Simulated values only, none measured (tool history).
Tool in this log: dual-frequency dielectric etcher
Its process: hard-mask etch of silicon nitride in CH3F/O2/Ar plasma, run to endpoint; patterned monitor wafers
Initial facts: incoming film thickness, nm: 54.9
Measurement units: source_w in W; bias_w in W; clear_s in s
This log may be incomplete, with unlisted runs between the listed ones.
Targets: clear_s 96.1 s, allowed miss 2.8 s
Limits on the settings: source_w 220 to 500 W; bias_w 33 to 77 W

{"run": 1, "day": 0.0, "source_w": 360, "bias_w": 55, "clear_s": 80.237}
{"run": 2, "day": 0.046, "source_w": 410, "bias_w": 55, "clear_s": 77.014}
{"run": 3, "day": 0.088, "source_w": 390, "bias_w": 52, "clear_s": 81.285}
{"run": 4, "day": 0.133, "source_w": 390, "bias_w": 48, "clear_s": 83.307}
{"run": 5, "day": 0.504, "source_w": 340, "bias_w": 48, "clear_s": 86.38}
{"run": 6, "day": 0.538, "source_w": 340, "bias_w": 55, "clear_s": 81.531}
{"run": 7, "day": 0.779, "source_w": 330, "bias_w": 53, "clear_s": 82.068}
{"run": 8, "day": 0.896, "source_w": 320, "bias_w": 51, "clear_s": 86.087}
{"run": 9, "day": 0.921, "source_w": 310, "bias_w": 50, "clear_s": 87.133}
{"run": 10, "day": 1.254, "source_w": 300, "bias_w": 49, "clear_s": 89.217}
{"run": 11, "day": 1.354, "source_w": 300, "bias_w": 49, "clear_s": 88.609}
{"run": 12, "day": 1.683, "source_w": 230, "bias_w": 45, "clear_s": 99.691}

Exactly one of the 5 candidate moves below puts every result within its allowed miss. Which one?
{"run": "A", "day": 2.012, "source_w": 290, "bias_w": 48, "clear_s": "?"}
{"run": "B", "day": 2.012, "source_w": 220, "bias_w": 41, "clear_s": "?"}
{"run": "C", "day": 2.012, "source_w": 270, "bias_w": 53, "clear_s": "?"}
{"run": "D", "day": 2.012, "source_w": 220, "bias_w": 50, "clear_s": "?"}
{"run": "E", "day": 2.012, "source_w": 220, "bias_w": 43, "clear_s": "?"}

move=A clear_s=91.103
move=B clear_s=105.84
move=C clear_s=89.022
move=D clear_s=96.75
move=E clear_s=103.57
A: takes the result that was furthest off past its target
B: moves away from the targets compared with the last run
C: takes the result that was furthest off past its target
D: every result lands within tolerance
E: moves away from the targets compared with the last run
Go with D: it meets all targets.

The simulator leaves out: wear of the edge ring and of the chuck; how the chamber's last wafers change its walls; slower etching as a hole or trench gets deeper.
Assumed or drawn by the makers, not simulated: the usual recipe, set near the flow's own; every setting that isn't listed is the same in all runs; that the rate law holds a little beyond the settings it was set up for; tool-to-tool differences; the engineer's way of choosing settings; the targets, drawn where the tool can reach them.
